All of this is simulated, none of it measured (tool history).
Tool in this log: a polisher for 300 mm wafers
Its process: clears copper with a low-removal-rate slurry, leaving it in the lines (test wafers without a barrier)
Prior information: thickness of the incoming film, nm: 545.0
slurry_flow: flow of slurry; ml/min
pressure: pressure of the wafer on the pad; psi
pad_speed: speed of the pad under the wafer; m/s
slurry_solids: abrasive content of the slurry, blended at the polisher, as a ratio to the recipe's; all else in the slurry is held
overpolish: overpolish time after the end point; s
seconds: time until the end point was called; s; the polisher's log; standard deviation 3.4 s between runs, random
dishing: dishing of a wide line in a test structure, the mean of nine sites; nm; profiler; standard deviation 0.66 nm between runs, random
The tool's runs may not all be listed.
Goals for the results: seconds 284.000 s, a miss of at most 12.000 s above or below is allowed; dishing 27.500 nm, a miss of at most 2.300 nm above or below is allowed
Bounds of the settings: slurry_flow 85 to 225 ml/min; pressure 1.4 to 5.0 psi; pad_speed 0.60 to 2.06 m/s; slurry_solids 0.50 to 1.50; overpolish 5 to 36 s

run 1 hour=0.0 | slurry_flow=145 pressure=3.2 pad_speed=1.32 slurry_solids=1.00 overpolish=18 | seconds=118.440 dishing=60.935
run 2 hour=2.2 | slurry_flow=145 pressure=3.2 pad_speed=1.32 slurry_solids=1.00 overpolish=13 | seconds=119.630 dishing=44.509
run 3 hour=6.6 | slurry_flow=145 pressure=3.9 pad_speed=1.32 slurry_solids=1.00 overpolish=13 | seconds=96.695 dishing=53.506
run 4 hour=12.2 | slurry_flow=145 pressure=3.9 pad_speed=1.32 slurry_solids=1.00 overpolish=18 | seconds=98.199 dishing=70.781
run 5 hour=21.2 | slurry_flow=145 pressure=3.9 pad_speed=1.08 slurry_solids=1.00 overpolish=18 | seconds=119.540 dishing=59.981
run 6 hour=25.9 | slurry_flow=160 pressure=3.9 pad_speed=1.08 slurry_solids=1.00 overpolish=18 | seconds=119.360 dishing=59.857
run 7 hour=30.1 | slurry_flow=160 pressure=3.2 pad_speed=1.02 slurry_solids=1.00 overpolish=18 | seconds=150.410 dishing=46.744
run 8 hour=36.4 | slurry_flow=160 pressure=2.7 pad_speed=0.98 slurry_solids=1.00 overpolish=18 | seconds=182.280 dishing=41.306
run 9 hour=43.2 | slurry_flow=160 pressure=2.3 pad_speed=0.96 slurry_solids=1.00 overpolish=18 | seconds=215.260 dishing=36.995
run 10 hour=46.5 | slurry_flow=160 pressure=2.1 pad_speed=0.96 slurry_solids=1.00 overpolish=17 | seconds=235.720 dishing=30.725
run 11 hour=52.5 | slurry_flow=155 pressure=2.0 pad_speed=0.96 slurry_solids=1.00 overpolish=17 | seconds=238.070 dishing=30.493
run 12 hour=54.3 | slurry_flow=155 pressure=1.4 pad_speed=0.94 slurry_solids=1.00 overpolish=18 | seconds=342.490 dishing=22.947
run 13 hour=58.0 | slurry_flow=165 pressure=1.5 pad_speed=0.94 slurry_solids=1.00 overpolish=18 | seconds=320.330 dishing=25.767
run 14 hour=61.0 | slurry_flow=200 pressure=1.7 pad_speed=0.96 slurry_solids=1.00 overpolish=15 | seconds=272.480 dishing=24.387
-- hour=62.5 worn pad replaced by a new one
run 15 hour=62.5 | slurry_flow=200 pressure=1.7 pad_speed=0.96 slurry_solids=1.00 overpolish=16 | seconds=259.330 dishing=26.746
run 16 hour=70.5 | slurry_flow=195 pressure=1.7 pad_speed=0.96 slurry_solids=1.00 overpolish=17 | seconds=259.670 dishing=28.896
run 17 hour=71.0 | slurry_flow=190 pressure=1.7 pad_speed=0.96 slurry_solids=1.00 overpolish=17 | seconds=259.610 dishing=27.600
run 18 hour=75.6 | slurry_flow=185 pressure=1.7 pad_speed=0.96 slurry_solids=1.00 overpolish=17 | seconds=257.390 dishing=28.732
run 19 hour=77.7 | slurry_flow=180 pressure=1.7 pad_speed=0.96 slurry_solids=1.00 overpolish=17 | seconds=259.260 dishing=26.626
run 20 hour=79.8 | slurry_flow=175 pressure=1.7 pad_speed=0.96 slurry_solids=1.00 overpolish=18 | seconds=257.440 dishing=29.368
run 21 hour=87.1 | slurry_flow=165 pressure=1.7 pad_speed=0.96 slurry_solids=1.00 overpolish=18 | seconds=263.830 dishing=30.785

Exactly one of the 4 candidate moves below puts every result within its allowed miss. Which one?
run A hour=94.4 | slurry_flow=160 pressure=1.7 pad_speed=1.00 slurry_solids=1.10 overpolish=20 | seconds=? dishing=?
run B hour=94.4 | slurry_flow=210 pressure=1.7 pad_speed=0.98 slurry_solids=1.00 overpolish=21 | seconds=? dishing=?
run C hour=94.4 | slurry_flow=155 pressure=1.5 pad_speed=0.94 slurry_solids=1.35 overpolish=23 | seconds=? dishing=?
run D hour=94.4 | slurry_flow=170 pressure=1.9 pad_speed=0.86 slurry_solids=0.80 overpolish=18 | seconds=? dishing=?

move=A seconds=248.850 dishing=33.430
move=B seconds=252.890 dishing=34.395
move=C seconds=279.900 dishing=33.868
move=D seconds=282.120 dishing=27.369
A: the biggest miss grows against the last run
B: the biggest miss grows against the last run
C: corrects the largest miss of the last run, while another result sits out of spec
D: every result lands within tolerance
D meets every target.
